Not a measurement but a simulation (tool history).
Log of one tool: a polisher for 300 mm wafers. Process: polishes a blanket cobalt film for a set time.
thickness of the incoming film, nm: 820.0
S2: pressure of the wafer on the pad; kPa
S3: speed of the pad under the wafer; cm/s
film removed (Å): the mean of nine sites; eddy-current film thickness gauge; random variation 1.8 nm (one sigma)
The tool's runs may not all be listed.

{"run": 1, "hour": 0.0, "flow of slurry (ml/min)": 165, "S2": 14.5, "S3": 84, "polishing time (s)": 42, "film removed (Å)": 1713.6}
{"run": 2, "hour": 7.0, "flow of slurry (ml/min)": 165, "S2": 14.5, "S3": 96, "polishing time (s)": 42, "film removed (Å)": 1939.5}
{"run": 3, "hour": 14.2, "flow of slurry (ml/min)": 180, "S2": 15.2, "S3": 96, "polishing time (s)": 42, "film removed (Å)": 2039.3}
{"run": 4, "hour": 17.4, "flow of slurry (ml/min)": 200, "S2": 15.2, "S3": 96, "polishing time (s)": 42, "film removed (Å)": 2058.1}
{"run": 5, "hour": 19.8, "flow of slurry (ml/min)": 200, "S2": 15.9, "S3": 96, "polishing time (s)": 42, "film removed (Å)": 2152.3}
{"run": 6, "hour": 26.6, "flow of slurry (ml/min)": 200, "S2": 16.5, "S3": 96, "polishing time (s)": 42, "film removed (Å)": 2259.6}
{"run": 7, "hour": 34.0, "flow of slurry (ml/min)": 200, "S2": 17.2, "S3": 96, "polishing time (s)": 42, "film removed (Å)": 2353.8}

Run 8 comes next. What will it give?
{"run": 8, "hour": 34.7, "flow of slurry (ml/min)": 200, "S2": 17.9, "S3": 96, "polishing time (s)": 42, "film removed (Å)": "?"}

film removed (Å): 2447.6
